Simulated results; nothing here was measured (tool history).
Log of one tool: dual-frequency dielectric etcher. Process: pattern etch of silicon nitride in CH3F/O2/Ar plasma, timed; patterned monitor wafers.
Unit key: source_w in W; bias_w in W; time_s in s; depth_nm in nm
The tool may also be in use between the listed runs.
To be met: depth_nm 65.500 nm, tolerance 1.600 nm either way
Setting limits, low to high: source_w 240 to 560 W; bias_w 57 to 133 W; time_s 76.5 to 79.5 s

| run | hour | source_w | bias_w | time_s | depth_nm |
|---|---|---|---|---|---|
| 1 | 0.0 | 400 | 95 | 76.5 | 56.680 |
| 2 | 5.8 | 430 | 95 | 76.5 | 58.335 |
| 3 | 12.7 | 430 | 95 | 76.5 | 57.565 |
| 4 | 14.4 | 490 | 95 | 76.5 | 59.793 |
| 5 | 17.8 | 530 | 95 | 76.5 | 61.450 |
| 6 | 23.2 | 560 | 95 | 76.5 | 62.630 |
| 7 | 23.8 | 560 | 97 | 76.5 | 62.511 |
| 8 | 27.2 | 560 | 99 | 76.5 | 63.720 |

Pick the move, out of 4, that brings all results within their allowed miss; only one does.
| A | 30.6 | 520 | 99 | 77.0 | ? |
| B | 30.6 | 510 | 111 | 79.5 | ? |
| C | 30.6 | 560 | 96 | 79.5 | ? |
| D | 30.6 | 560 | 115 | 78.0 | ? |

| move | depth_nm |
|---|---|
| A | 62.280 |
| B | 68.200 |
| C | 64.467 |
| D | 69.946 |
A: lands further from the targets than the last run did
B: pushes the last run's worst result past its target
C: meets every target
D: pushes the last run's worst result past its target
Move C is the one to make.

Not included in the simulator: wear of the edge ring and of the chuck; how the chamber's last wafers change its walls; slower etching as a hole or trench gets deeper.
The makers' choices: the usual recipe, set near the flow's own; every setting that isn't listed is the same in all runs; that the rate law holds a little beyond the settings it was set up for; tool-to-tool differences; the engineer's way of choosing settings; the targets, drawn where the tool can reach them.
